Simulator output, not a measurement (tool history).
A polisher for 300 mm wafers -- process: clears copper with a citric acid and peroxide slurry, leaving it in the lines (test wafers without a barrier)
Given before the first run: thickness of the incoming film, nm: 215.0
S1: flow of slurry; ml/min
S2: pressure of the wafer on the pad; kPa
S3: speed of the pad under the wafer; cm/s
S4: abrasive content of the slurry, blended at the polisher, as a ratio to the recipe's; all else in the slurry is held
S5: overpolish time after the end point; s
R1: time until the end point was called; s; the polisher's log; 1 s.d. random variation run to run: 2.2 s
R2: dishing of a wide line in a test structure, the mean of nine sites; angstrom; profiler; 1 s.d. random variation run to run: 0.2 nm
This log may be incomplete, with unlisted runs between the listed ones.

run  hour   S1    S2   S3    S4  S5      R1      R2
  1   0.0  230  16.5  124  1.00  25  118.57  268.78
  2   1.1  230  14.5  132  1.00  21  129.02  202.42
  3   8.7  220  13.1  146  0.95  18  130.42  178.50
  4  12.6  220  13.1  146  0.95  10  132.08  103.33
  5  13.3  230  13.1  142  1.00  10  129.47  101.50
  6  20.3  235  13.1  142  1.05  10  128.42  102.93
  7  22.2  245  13.1  142  1.10  10  121.63  111.19
  8  27.5  245  13.1  138  1.15  10  128.39  103.92
  9  28.8  245  13.1  138  1.15  10  123.10  106.10
     36.3  -- head pressure recalibrated
 10  36.3  245  12.4  136  1.20  10  120.84  111.18

Run 11, settings as shown, results not yet in. Your forecast:
 11  41.8  270  12.4  134  1.20  10   ?   ?

R1: 120.90 s
R2: 112.95 angstrom
